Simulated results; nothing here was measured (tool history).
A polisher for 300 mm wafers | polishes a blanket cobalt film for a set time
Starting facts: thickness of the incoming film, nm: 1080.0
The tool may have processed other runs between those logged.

run,hour,flow of slurry (ml/min),pressure of the wafer on the pad (kPa),speed of the pad under the wafer (m/s),polishing time (s),film removed (Å)
1,0,260,11,0.84,19,679.2
2,3.2,260,10.3,0.82,19,629.5
3,6.7,260,10.3,0.82,17,558.75
4,8.9,260,10.3,0.82,19,635.35
5,12.8,260,9.7,0.8,19,573.24
6,17.8,260,9,0.78,19,517.35

Predict the results of run 7:
7,23.6,260,8.3,0.78,19,?

Logged for run 7: film removed (Å) 487.49.
